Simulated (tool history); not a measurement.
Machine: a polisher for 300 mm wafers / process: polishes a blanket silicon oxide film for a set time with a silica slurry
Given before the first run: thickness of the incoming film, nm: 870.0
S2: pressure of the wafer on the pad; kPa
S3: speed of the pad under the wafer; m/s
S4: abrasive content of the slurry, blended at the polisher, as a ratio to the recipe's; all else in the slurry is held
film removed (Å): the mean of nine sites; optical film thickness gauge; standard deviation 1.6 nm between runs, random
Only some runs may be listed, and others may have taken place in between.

Run 1, hour 0.0: flow of slurry (ml/min) 305, S2 31.0 kPa, S3 1.12 m/s, S4 1.0, polishing time (s) 92. Result: film removed (Å) 2581.9.
Run 2, hour 5.4: flow of slurry (ml/min) 235, S2 31.0 kPa, S3 1.12 m/s, S4 1.0, polishing time (s) 92. Result: film removed (Å) 2454.1.
Run 3, hour 8.7: flow of slurry (ml/min) 235, S2 31.0 kPa, S3 1.24 m/s, S4 1.0, polishing time (s) 92. Result: film removed (Å) 2672.6.
Run 4, hour 15.8: flow of slurry (ml/min) 235, S2 35.2 kPa, S3 1.24 m/s, S4 1.0, polishing time (s) 92. Result: film removed (Å) 2990.7.
Run 5, hour 18.4: flow of slurry (ml/min) 230, S2 31.0 kPa, S3 1.22 m/s, S4 1.0, polishing time (s) 92. Result: film removed (Å) 2632.1.
Run 6, hour 25.0: flow of slurry (ml/min) 230, S2 31.0 kPa, S3 1.22 m/s, S4 1.0, polishing time (s) 92. Result: film removed (Å) 2592.0.
Run 7, hour 32.3: flow of slurry (ml/min) 225, S2 27.6 kPa, S3 1.22 m/s, S4 1.0, polishing time (s) 92. Result: film removed (Å) 2283.0.
Run 8, hour 40.1: flow of slurry (ml/min) 220, S2 25.5 kPa, S3 1.22 m/s, S4 1.0, polishing time (s) 92. Result: film removed (Å) 2190.9.

What does the tool deliver on the next run?
At hour 46.2: worn pad replaced by a new one.
Run 9, hour 46.2: flow of slurry (ml/min) 220, S2 23.4 kPa, S3 1.22 m/s, S4 1.0, polishing time (s) 92. Result: film removed (Å) ?.

{"run 9": {"film removed (Å)": 2274.7}}
